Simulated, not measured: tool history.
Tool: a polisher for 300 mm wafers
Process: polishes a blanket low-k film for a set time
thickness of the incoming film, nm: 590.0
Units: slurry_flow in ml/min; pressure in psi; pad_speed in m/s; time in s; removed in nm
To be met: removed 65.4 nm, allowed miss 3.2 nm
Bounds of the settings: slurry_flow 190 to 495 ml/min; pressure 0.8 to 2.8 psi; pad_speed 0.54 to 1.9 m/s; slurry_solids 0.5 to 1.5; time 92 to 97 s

{"run": 1, "hour": 0.0, "slurry_flow": 320, "pressure": 1.8, "pad_speed": 1.22, "slurry_solids": 1, "time": 92, "removed": 35.978}
{"run": 2, "hour": 8.5, "slurry_flow": 320, "pressure": 1.8, "pad_speed": 1.22, "slurry_solids": 0.9, "time": 92, "removed": 33.153}
{"run": 3, "hour": 10.7, "slurry_flow": 320, "pressure": 2.1, "pad_speed": 1.28, "slurry_solids": 0.9, "time": 92, "removed": 40.591}
{"run": 4, "hour": 18.7, "slurry_flow": 320, "pressure": 2.3, "pad_speed": 1.34, "slurry_solids": 0.9, "time": 92, "removed": 45.575}
{"run": 5, "hour": 20.2, "slurry_flow": 320, "pressure": 2.5, "pad_speed": 1.34, "slurry_solids": 0.9, "time": 92, "removed": 50.22}
{"run": 6, "hour": 22.1, "slurry_flow": 360, "pressure": 2.5, "pad_speed": 1.34, "slurry_solids": 0.9, "time": 92, "removed": 48.417}
{"run": 7, "hour": 25.0, "slurry_flow": 350, "pressure": 2.6, "pad_speed": 1.4, "slurry_solids": 0.9, "time": 92, "removed": 53.049}
{"run": 8, "hour": 27.0, "slurry_flow": 350, "pressure": 2.7, "pad_speed": 1.46, "slurry_solids": 0.9, "time": 92, "removed": 58.166}
{"run": 9, "hour": 30.1, "slurry_flow": 350, "pressure": 2.7, "pad_speed": 1.48, "slurry_solids": 0.9, "time": 92, "removed": 59.541}
{"run": 10, "hour": 33.3, "slurry_flow": 350, "pressure": 2.7, "pad_speed": 1.5, "slurry_solids": 0.9, "time": 92, "removed": 59.139}
{"run": 11, "hour": 33.9, "slurry_flow": 350, "pressure": 2.7, "pad_speed": 1.5, "slurry_solids": 0.9, "time": 92, "removed": 58.573}
{"run": 12, "hour": 41.2, "slurry_flow": 350, "pressure": 2.7, "pad_speed": 1.54, "slurry_solids": 0.9, "time": 92, "removed": 59.056}
{"run": 13, "hour": 44.7, "slurry_flow": 350, "pressure": 2.7, "pad_speed": 1.56, "slurry_solids": 0.9, "time": 92, "removed": 60.577}
{"run": 14, "hour": 46.8, "slurry_flow": 350, "pressure": 2.7, "pad_speed": 1.58, "slurry_solids": 0.9, "time": 92, "removed": 62.022}

Which of these 5 next moves meets every target?
{"run": "A", "hour": 48.9, "slurry_flow": 340, "pressure": 2.5, "pad_speed": 1.7, "slurry_solids": 0.85, "time": 92, "removed": "?"}
{"run": "B", "hour": 48.9, "slurry_flow": 410, "pressure": 2.4, "pad_speed": 1.44, "slurry_solids": 1.1, "time": 92, "removed": "?"}
{"run": "C", "hour": 48.9, "slurry_flow": 355, "pressure": 2.4, "pad_speed": 1.82, "slurry_solids": 0.9, "time": 96, "removed": "?"}
{"run": "D", "hour": 48.9, "slurry_flow": 360, "pressure": 2.7, "pad_speed": 1.68, "slurry_solids": 0.65, "time": 97, "removed": "?"}
{"run": "E", "hour": 48.9, "slurry_flow": 300, "pressure": 2.8, "pad_speed": 1.24, "slurry_solids": 1.15, "time": 92, "removed": "?"}

move=A removed=58.803
move=B removed=59.282
move=C removed=64.976
move=D removed=54.358
move=E removed=61.288
A: further off than the last run
B: further off than the last run
C: meets every target
D: further off than the last run
E: further off than the last run
Answer: C

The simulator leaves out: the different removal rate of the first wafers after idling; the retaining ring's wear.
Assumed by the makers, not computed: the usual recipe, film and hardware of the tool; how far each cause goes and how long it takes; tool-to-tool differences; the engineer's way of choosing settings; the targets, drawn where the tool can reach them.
